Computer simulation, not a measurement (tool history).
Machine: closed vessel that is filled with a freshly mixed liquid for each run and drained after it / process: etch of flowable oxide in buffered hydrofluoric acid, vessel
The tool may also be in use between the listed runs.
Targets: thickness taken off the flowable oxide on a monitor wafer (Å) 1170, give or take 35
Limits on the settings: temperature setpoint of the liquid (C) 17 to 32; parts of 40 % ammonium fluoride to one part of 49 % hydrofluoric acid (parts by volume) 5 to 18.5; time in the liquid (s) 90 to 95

run  hour  temperature setpoint of the liquid (C)  parts of 40 % ammonium fluoride to one part of 49 % hydrofluoric acid (parts by volume)  time in the liquid (s)  thickness taken off the flowable oxide on a monitor wafer (Å)
  1     0                                      24                                                                                     11.5                      90                                                         2234.4
  2   4.7                                      24                                                                                     10.5                      90                                                         2514.8
  3   9.6                                      21                                                                                     10.5                      90                                                           2093
  4  12.6                                      21                                                                                     10.5                      95                                                         2190.5
  5  17.8                                    23.5                                                                                     10.5                      95                                                         2544.3
  6  26.4                                    23.5                                                                                     10.5                      95                                                         2540.6
  7  35.7                                      22                                                                                       12                      95                                                           2033
  8    42                                      21                                                                                     12.5                      95                                                         1877.4
  9  49.5                                      20                                                                                     13.5                      95                                                         1627.3
 10  52.8                                      20                                                                                     13.5                      95                                                         1622.7
 11  59.7                                    19.5                                                                                       14                      95                                                         1557.2
 12  63.7                                      19                                                                                     14.5                      95                                                         1448.9
 13  68.4                                    18.5                                                                                       15                      95                                                         1345.4
 14  74.7                                      18                                                                                       15                      95                                                         1313.9
 15  82.5                                    17.5                                                                                     15.5                      95                                                         1225.6

Below are 4 possible settings for the next run. Only one of them brings all results inside the allowed miss of their targets. Which is it?
  A  90.3                                    18.5                                                                                       15                      90                                                              ?
  B  90.3                                      17                                                                                       17                      95                                                              ?
  C  90.3                                    17.5                                                                                     15.5                      90                                                              ?
  D  90.3                                      18                                                                                       15                      90                                                              ?

move  thickness taken off the flowable oxide on a monitor wafer (Å)
   A                                                         1274.2
   B                                                         1091.6
   C                                                         1165.6
   D                                                         1238.6
A: lands further from the targets than the last run did
B: takes the biggest miss from the last run beyond its target
C: in spec on every target
D: lands further from the targets than the last run did
Answer: C
